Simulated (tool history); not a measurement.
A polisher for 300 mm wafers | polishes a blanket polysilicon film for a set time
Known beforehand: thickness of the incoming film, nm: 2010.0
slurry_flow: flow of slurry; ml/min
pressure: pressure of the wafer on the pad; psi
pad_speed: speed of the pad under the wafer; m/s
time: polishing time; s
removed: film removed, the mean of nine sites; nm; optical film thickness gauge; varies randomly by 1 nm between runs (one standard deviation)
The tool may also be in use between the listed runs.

run 1 hour=0.0 | slurry_flow=255 pressure=2.0 pad_speed=0.76 time=30 | removed=136.550
run 2 hour=2.6 | slurry_flow=255 pressure=2.0 pad_speed=0.76 time=27 | removed=123.450
run 3 hour=7.9 | slurry_flow=255 pressure=2.0 pad_speed=0.76 time=27 | removed=121.090
run 4 hour=9.1 | slurry_flow=255 pressure=1.9 pad_speed=0.76 time=27 | removed=117.360
run 5 hour=14.2 | slurry_flow=255 pressure=1.8 pad_speed=0.76 time=27 | removed=113.360
run 6 hour=18.0 | slurry_flow=255 pressure=1.7 pad_speed=0.76 time=27 | removed=106.050
run 7 hour=24.7 | slurry_flow=255 pressure=1.6 pad_speed=0.76 time=27 | removed=99.711

Expected results for the next run?
run 8 hour=28.3 | slurry_flow=255 pressure=1.5 pad_speed=0.76 time=27 | removed=?

removed: 97.459 nm
